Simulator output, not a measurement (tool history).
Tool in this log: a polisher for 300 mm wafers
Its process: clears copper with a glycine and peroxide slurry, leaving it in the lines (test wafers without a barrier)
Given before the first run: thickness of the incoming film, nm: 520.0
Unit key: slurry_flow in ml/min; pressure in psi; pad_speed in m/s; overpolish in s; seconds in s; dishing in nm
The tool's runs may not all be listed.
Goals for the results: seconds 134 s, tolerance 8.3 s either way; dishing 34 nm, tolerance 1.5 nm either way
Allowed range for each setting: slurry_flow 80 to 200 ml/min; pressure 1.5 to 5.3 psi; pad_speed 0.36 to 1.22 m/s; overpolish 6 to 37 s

run	hour	slurry_flow	pressure	pad_speed	overpolish	seconds	dishing
1	0	130	3.4	0.78	19	117.82	57.958
2	2	130	3.4	0.68	19	131.41	52.689
3	3.2	130	4.2	0.68	19	111.66	58.046
4	7	100	4.2	0.68	19	122.56	57.213
5	15.4	125	4.2	0.68	19	115.01	58.441
# hour 16.6: slurry nozzle cleaned
6	16.6	125	4.2	0.48	19	142.52	49.595
7	22.9	155	4.1	0.52	10	134.23	29.747
8	24.5	150	4.1	0.52	10	133.1	28.967

Pick the move, out of 4, that brings all results within their allowed miss; only one does.
A	26.1	145	4	0.5	11	?	?
B	26.1	155	3.9	0.52	12	?	?
C	26.1	150	4.1	0.56	10	?	?
D	26.1	165	3.9	0.52	9	?	?

move	seconds	dishing
A	143.69	30.803
B	140.38	34.11
C	128.7	31.193
D	139.1	26.281
A: moves toward the targets from the last run without getting all of them in spec
B: every result lands within tolerance
C: moves toward the targets from the last run without getting all of them in spec
D: misses by more than the last run did
So the answer is move B, the one that meets all the targets.

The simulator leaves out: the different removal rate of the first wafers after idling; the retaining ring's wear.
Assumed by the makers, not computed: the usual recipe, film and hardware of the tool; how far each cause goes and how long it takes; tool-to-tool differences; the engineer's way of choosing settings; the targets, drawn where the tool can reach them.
